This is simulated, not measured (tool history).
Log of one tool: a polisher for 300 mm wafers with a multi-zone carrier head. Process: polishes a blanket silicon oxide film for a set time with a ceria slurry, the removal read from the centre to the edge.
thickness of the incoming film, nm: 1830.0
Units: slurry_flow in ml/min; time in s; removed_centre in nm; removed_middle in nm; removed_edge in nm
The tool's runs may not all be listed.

Run 1, hour 0: slurry_flow 270 ml/min, centre_zone 1, middle_zone 1, edge_zone 1, time 66 s. Result: removed_centre 210.01 nm, removed_middle 214.22 nm, removed_edge 227.45 nm.
Run 2, hour 7: slurry_flow 270 ml/min, centre_zone 0.92, middle_zone 1, edge_zone 1, time 66 s. Result: removed_centre 201.31 nm, removed_middle 214.91 nm, removed_edge 227.45 nm.
Run 3, hour 7.6: slurry_flow 270 ml/min, centre_zone 0.92, middle_zone 1, edge_zone 0.95, time 66 s. Result: removed_centre 199.09 nm, removed_middle 213.31 nm, removed_edge 222.24 nm.
Run 4, hour 12.1: slurry_flow 290 ml/min, centre_zone 1, middle_zone 1, edge_zone 0.95, time 71 s. Result: removed_centre 234.98 nm, removed_middle 235.93 nm, removed_edge 239.09 nm.
At hour 17.2: slurry nozzle cleaned.
Run 5, hour 17.2: slurry_flow 305 ml/min, centre_zone 1.05, middle_zone 1, edge_zone 0.98, time 74 s. Result: removed_centre 266.7 nm, removed_middle 256.35 nm, removed_edge 261.27 nm.
Run 6, hour 25.4: slurry_flow 325 ml/min, centre_zone 1.08, middle_zone 1, edge_zone 1.01, time 75 s. Result: removed_centre 288.07 nm, removed_middle 263.28 nm, removed_edge 268.19 nm.

The next listed run, before its measurement:
Run 7, hour 26: slurry_flow 335 ml/min, centre_zone 1.09, middle_zone 1, edge_zone 1.05, time 76 s. Result: removed_centre ?, removed_middle ?, removed_edge ?.

Run 7 gave removed_centre 302.95 nm, removed_middle 266.35 nm, removed_edge 279.79 nm.

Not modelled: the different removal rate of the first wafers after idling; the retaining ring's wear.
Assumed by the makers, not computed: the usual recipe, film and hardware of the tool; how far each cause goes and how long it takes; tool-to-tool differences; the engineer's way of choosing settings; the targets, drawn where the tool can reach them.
